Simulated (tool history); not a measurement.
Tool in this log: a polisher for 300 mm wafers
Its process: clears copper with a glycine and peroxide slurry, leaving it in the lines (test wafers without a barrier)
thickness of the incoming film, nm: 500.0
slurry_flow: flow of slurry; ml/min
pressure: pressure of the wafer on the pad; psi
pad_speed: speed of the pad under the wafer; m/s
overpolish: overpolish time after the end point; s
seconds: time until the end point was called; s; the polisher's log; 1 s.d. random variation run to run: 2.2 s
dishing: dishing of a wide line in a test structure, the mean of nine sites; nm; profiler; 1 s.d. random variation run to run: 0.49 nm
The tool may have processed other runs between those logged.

run  hour  slurry_flow  pressure  pad_speed  overpolish  seconds  dishing
  1   0.0          245       2.2       1.26          18  109.320   65.109
  2   2.5          245       2.7       1.26          18   98.758   74.912
  3   7.1          245       2.7       1.04          18  107.140   66.479
  4   9.1          260       2.6       1.00          16  115.320   58.883
  5  15.7          260       2.3       1.00          16  125.100   53.620
  6  22.3          245       2.2       1.04          15  122.610   52.211
  7  26.6          315       1.6       1.32           6  125.060   22.818

Predict the results of run 8:
  8  33.0          310       1.6       1.32           6        ?        ?

{"run 8": {"seconds": 122.52, "dishing": 23.236}}

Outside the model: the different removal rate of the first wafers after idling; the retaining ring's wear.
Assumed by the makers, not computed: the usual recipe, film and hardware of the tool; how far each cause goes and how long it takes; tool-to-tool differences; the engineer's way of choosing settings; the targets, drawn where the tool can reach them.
